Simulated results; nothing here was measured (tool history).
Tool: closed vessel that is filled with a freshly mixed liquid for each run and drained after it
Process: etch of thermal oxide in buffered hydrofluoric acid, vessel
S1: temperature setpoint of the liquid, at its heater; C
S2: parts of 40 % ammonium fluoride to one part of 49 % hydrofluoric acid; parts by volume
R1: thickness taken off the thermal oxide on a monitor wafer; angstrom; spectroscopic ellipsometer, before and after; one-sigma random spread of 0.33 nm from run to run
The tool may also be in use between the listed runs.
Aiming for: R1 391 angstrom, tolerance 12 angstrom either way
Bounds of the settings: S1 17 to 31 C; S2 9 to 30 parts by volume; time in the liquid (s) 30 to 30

Run 1, hour 0: S1 23 C, S2 24 parts by volume, time in the liquid (s) 30. Result: R1 157.65 angstrom.
Run 2, hour 2.9: S1 24 C, S2 22.5 parts by volume, time in the liquid (s) 30. Result: R1 173.96 angstrom.
Run 3, hour 8: S1 21.5 C, S2 22.5 parts by volume, time in the liquid (s) 30. Result: R1 150.71 angstrom.
Run 4, hour 12.2: S1 22.5 C, S2 21 parts by volume, time in the liquid (s) 30. Result: R1 166.98 angstrom.
Run 5, hour 13.4: S1 23.5 C, S2 19.5 parts by volume, time in the liquid (s) 30. Result: R1 190.56 angstrom.
Run 6, hour 20.1: S1 24.5 C, S2 18.5 parts by volume, time in the liquid (s) 30. Result: R1 209.2 angstrom.
Run 7, hour 21.4: S1 25 C, S2 18 parts by volume, time in the liquid (s) 30. Result: R1 218.66 angstrom.
Run 8, hour 24.2: S1 29 C, S2 10.5 parts by volume, time in the liquid (s) 30. Result: R1 461.29 angstrom.
Run 9, hour 30.8: S1 28 C, S2 10.5 parts by volume, time in the liquid (s) 30. Result: R1 433.9 angstrom.
Run 10, hour 38: S1 27 C, S2 10.5 parts by volume, time in the liquid (s) 30. Result: R1 412.91 angstrom.
Run 11, hour 40.2: S1 26.5 C, S2 10.5 parts by volume, time in the liquid (s) 30. Result: R1 408.34 angstrom.

Which of these 5 next moves meets every target?
Run A, hour 42.4: S1 30 C, S2 12 parts by volume, time in the liquid (s) 30. Result: R1 ?.
Run B, hour 42.4: S1 24.5 C, S2 9.5 parts by volume, time in the liquid (s) 30. Result: R1 ?.
Run C, hour 42.4: S1 30.5 C, S2 12.5 parts by volume, time in the liquid (s) 30. Result: R1 ?.
Run D, hour 42.4: S1 26.5 C, S2 10 parts by volume, time in the liquid (s) 30. Result: R1 ?.
Run E, hour 42.4: S1 27 C, S2 10.5 parts by volume, time in the liquid (s) 30. Result: R1 ?.

move      R1
   A  428.21
   B  393.77
   C  422.41
   D  424.73
   E  416.04
A: lands further from the targets than the last run did
B: all results land within tolerance of their targets
C: lands further from the targets than the last run did
D: lands further from the targets than the last run did
E: lands further from the targets than the last run did
B meets every target.

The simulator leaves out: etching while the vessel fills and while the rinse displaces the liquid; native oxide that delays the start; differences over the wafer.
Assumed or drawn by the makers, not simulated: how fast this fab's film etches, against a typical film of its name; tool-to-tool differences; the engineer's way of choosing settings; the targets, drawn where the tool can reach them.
